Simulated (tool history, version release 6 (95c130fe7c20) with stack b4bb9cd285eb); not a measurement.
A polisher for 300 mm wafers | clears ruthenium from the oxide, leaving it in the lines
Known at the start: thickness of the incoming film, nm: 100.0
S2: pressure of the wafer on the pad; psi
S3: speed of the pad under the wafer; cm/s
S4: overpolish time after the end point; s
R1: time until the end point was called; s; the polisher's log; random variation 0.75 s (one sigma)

{"run": 1, "day": 0.0, "flow of slurry (ml/min)": 295, "S2": 2.2, "S3": 90, "S4": 3, "R1": 79.063}
{"run": 2, "day": 0.183, "flow of slurry (ml/min)": 295, "S2": 2.3, "S3": 90, "S4": 3, "R1": 76.145}
{"run": 3, "day": 0.375, "flow of slurry (ml/min)": 225, "S2": 2.3, "S3": 90, "S4": 3, "R1": 77.504}
{"run": 4, "day": 0.617, "flow of slurry (ml/min)": 225, "S2": 2.4, "S3": 90, "S4": 3, "R1": 73.207}
{"run": 5, "day": 0.912, "flow of slurry (ml/min)": 225, "S2": 2.5, "S3": 90, "S4": 3, "R1": 72.37}
{"run": 6, "day": 1.083, "flow of slurry (ml/min)": 225, "S2": 2.5, "S3": 90, "S4": 3, "R1": 70.208}
{"run": 7, "day": 1.225, "flow of slurry (ml/min)": 225, "S2": 2.6, "S3": 90, "S4": 3, "R1": 69.689}
{"run": 8, "day": 1.283, "flow of slurry (ml/min)": 225, "S2": 2.7, "S3": 90, "S4": 3, "R1": 67.066}

Forecast run 9:
{"run": 9, "day": 1.333, "flow of slurry (ml/min)": 225, "S2": 2.8, "S3": 90, "S4": 3, "R1": "?"}

{"run 9": {"R1": 63.301}}

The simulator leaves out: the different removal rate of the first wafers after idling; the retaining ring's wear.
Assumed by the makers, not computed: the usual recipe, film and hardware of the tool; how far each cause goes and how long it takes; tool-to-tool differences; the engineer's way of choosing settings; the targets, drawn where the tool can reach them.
